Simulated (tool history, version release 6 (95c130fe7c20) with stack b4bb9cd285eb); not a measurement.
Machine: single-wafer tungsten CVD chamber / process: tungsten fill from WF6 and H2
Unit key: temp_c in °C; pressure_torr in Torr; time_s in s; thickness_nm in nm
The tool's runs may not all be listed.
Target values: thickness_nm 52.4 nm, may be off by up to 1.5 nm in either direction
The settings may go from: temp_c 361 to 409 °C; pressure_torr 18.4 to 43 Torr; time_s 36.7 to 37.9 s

run    day  temp_c  pressure_torr  time_s  thickness_nm
  1      0     385           30.7    36.7        79.768
  2  0.071     385           30.7    37.9        82.182
  3  0.329     385           33.6    37.9        87.498
  4  0.512     382           33.3    37.9        82.955
  5  0.588     392           33.3    37.9        98.245
  6  0.717     388           32.6    37.8        90.855
  7   0.85     385           32.2    37.8        84.513
  8  0.879     382           31.9    37.8        78.896
  9  1.221     380           31.8    37.8        76.806
 10  1.458     378           31.5    37.8         73.81
 11  1.708     376           31.2    37.8        71.567

Which single option among these 5 for the next run brings every result within its allowed miss of target? Just one does.
  A  1.958     394           40.5    37.9             ?
  B  1.958     367           31.8    37.9             ?
  C  1.958     397             38    37.9             ?
  D  1.958     396           37.1    37.9             ?
  E  1.958     366           27.6    36.7             ?

move  thickness_nm
   A        114.05
   B        60.094
   C        115.43
   D        111.84
   E        51.707
A: moves away from the targets compared with the last run
B: nearer the targets than the last run, but a result is still out of spec
C: moves away from the targets compared with the last run
D: moves away from the targets compared with the last run
E: meets every target
The move that meets every target is E.
